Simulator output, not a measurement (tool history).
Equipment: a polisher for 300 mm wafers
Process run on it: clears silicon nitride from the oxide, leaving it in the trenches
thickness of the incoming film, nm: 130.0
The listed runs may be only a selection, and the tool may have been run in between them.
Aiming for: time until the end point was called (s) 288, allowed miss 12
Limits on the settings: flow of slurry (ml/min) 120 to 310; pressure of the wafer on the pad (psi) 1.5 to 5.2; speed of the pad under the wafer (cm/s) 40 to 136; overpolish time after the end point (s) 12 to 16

| run | hour | flow of slurry (ml/min) | pressure of the wafer on the pad (psi) | speed of the pad under the wafer (cm/s) | overpolish time after the end point (s) | time until the end point was called (s) |
|---|---|---|---|---|---|---|
| 1 | 0 | 200 | 3.3 | 88 | 16 | 171.14 |
| 2 | 4.2 | 200 | 3.3 | 88 | 16 | 166.03 |
| 3 | 6 | 200 | 2.8 | 88 | 16 | 198.69 |
| 4 | 13.7 | 185 | 2.8 | 88 | 16 | 196.4 |
| 5 | 18.5 | 185 | 2.7 | 88 | 16 | 209.32 |
| 6 | 26.6 | 225 | 2.7 | 88 | 16 | 202.09 |
| 7 | 28.4 | 225 | 2.6 | 88 | 16 | 207.7 |
| 8 | 29 | 220 | 1.6 | 86 | 16 | 341.95 |
| 9 | 37.3 | 225 | 1.8 | 86 | 16 | 299.24 |
| 10 | 38.5 | 230 | 1.8 | 86 | 16 | 297.54 |
| 11 | 43.8 | 235 | 1.8 | 86 | 16 | 302.14 |

Consider the 4 candidate settings below. Which is the only one whose results all fall within their allowed miss of target?
| A | 49.1 | 195 | 2.7 | 56 | 12 | ? |
| B | 49.1 | 225 | 1.7 | 84 | 13 | ? |
| C | 49.1 | 245 | 1.8 | 76 | 16 | ? |
| D | 49.1 | 250 | 1.8 | 90 | 12 | ? |

| move | time until the end point was called (s) |
|---|---|
| A | 306.57 |
| B | 317.13 |
| C | 327.87 |
| D | 277.77 |
A: further off than the last run
B: further off than the last run
C: further off than the last run
D: each result inside its tolerance
Correct choice: D, which meets every target

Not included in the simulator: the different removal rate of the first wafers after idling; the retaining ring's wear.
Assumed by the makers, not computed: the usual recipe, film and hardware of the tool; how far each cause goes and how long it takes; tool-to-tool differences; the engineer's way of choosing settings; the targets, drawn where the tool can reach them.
